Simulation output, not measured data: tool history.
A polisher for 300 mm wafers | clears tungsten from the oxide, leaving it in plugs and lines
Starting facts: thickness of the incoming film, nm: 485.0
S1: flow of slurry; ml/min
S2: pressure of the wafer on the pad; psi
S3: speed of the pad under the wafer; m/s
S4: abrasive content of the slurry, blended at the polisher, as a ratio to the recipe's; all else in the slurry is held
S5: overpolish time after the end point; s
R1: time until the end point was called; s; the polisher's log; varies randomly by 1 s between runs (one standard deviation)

run	hour	S1	S2	S3	S4	S5	R1
1	0	315	4.1	0.96	1	5	125.18
2	1.1	315	4.3	0.96	1	5	118.29
3	2.1	315	4.3	0.96	1	5	119.64
4	3.8	315	4.4	0.96	1	5	115.9
5	7.9	315	4.4	0.76	1	5	146.44
6	14.4	315	4.4	0.76	1.15	5	141.18

The next listed run, before its measurement:
# hour 20.3: slurry nozzle cleaned
7	20.3	315	4.6	0.76	1.15	5	?

Run 7 gave R1 126.77 s.

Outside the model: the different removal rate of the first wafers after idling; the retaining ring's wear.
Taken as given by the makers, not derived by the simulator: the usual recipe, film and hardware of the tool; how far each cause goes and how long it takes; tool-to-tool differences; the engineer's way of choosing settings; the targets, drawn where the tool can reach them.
